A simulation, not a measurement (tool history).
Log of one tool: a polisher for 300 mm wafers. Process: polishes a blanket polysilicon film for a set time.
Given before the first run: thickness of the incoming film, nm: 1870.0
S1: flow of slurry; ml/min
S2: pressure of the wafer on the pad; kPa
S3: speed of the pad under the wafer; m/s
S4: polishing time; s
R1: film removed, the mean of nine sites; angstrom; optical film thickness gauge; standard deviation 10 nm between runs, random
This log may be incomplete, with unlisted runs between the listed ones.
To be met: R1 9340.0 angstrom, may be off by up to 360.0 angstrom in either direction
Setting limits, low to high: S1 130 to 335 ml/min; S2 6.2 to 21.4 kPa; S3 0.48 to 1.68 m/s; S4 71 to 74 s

Run 1, day 0.000: S1 215 ml/min, S2 13.8 kPa, S3 1.08 m/s, S4 71 s. Result: R1 4494.0 angstrom.
Run 2, day 0.029: S1 215 ml/min, S2 15.2 kPa, S3 1.08 m/s, S4 71 s. Result: R1 4857.5 angstrom.
Run 3, day 0.279: S1 215 ml/min, S2 15.2 kPa, S3 1.08 m/s, S4 71 s. Result: R1 4880.3 angstrom.
Run 4, day 0.388: S1 215 ml/min, S2 15.2 kPa, S3 0.86 m/s, S4 71 s. Result: R1 3952.1 angstrom.
Run 5, day 0.683: S1 215 ml/min, S2 15.2 kPa, S3 0.86 m/s, S4 74 s. Result: R1 3981.2 angstrom.
Run 6, day 1.029: S1 215 ml/min, S2 15.9 kPa, S3 0.92 m/s, S4 74 s. Result: R1 4552.9 angstrom.
Run 7, day 1.379: S1 215 ml/min, S2 16.5 kPa, S3 0.96 m/s, S4 74 s. Result: R1 4833.5 angstrom.
Run 8, day 1.550: S1 215 ml/min, S2 17.2 kPa, S3 1.00 m/s, S4 74 s. Result: R1 5270.5 angstrom.
Run 9, day 1.829: S1 215 ml/min, S2 17.9 kPa, S3 1.04 m/s, S4 74 s. Result: R1 5704.8 angstrom.
Run 10, day 2.050: S1 215 ml/min, S2 18.6 kPa, S3 1.08 m/s, S4 74 s. Result: R1 6116.6 angstrom.
Run 11, day 2.304: S1 215 ml/min, S2 19.3 kPa, S3 1.12 m/s, S4 74 s. Result: R1 6533.2 angstrom.
Run 12, day 2.475: S1 215 ml/min, S2 19.3 kPa, S3 1.16 m/s, S4 74 s. Result: R1 6929.2 angstrom.
Run 13, day 2.583: S1 225 ml/min, S2 21.4 kPa, S3 1.32 m/s, S4 74 s. Result: R1 8668.7 angstrom.
Run 14, day 2.608: S1 225 ml/min, S2 21.4 kPa, S3 1.34 m/s, S4 74 s. Result: R1 8896.8 angstrom.

Exercise: of the 5 proposed moves below, exactly one satisfies all targets within the stated allowed misses. Which move is it?
Run A, day 2.633: S1 195 ml/min, S2 21.4 kPa, S3 1.56 m/s, S4 74 s. Result: R1 ?.
Run B, day 2.633: S1 235 ml/min, S2 21.4 kPa, S3 1.52 m/s, S4 74 s. Result: R1 ?.
Run C, day 2.633: S1 215 ml/min, S2 21.4 kPa, S3 1.42 m/s, S4 74 s. Result: R1 ?.
Run D, day 2.633: S1 205 ml/min, S2 21.4 kPa, S3 1.66 m/s, S4 71 s. Result: R1 ?.
Run E, day 2.633: S1 255 ml/min, S2 21.4 kPa, S3 1.56 m/s, S4 73 s. Result: R1 ?.

move       R1
   A  10024.0
   B  10024.0
   C   9271.8
   D  10296.0
   E  10240.0
A: takes the biggest miss from the last run beyond its target
B: takes the biggest miss from the last run beyond its target
C: every result lands within tolerance
D: takes the biggest miss from the last run beyond its target
E: takes the biggest miss from the last run beyond its target
Correct choice: C, which meets every target
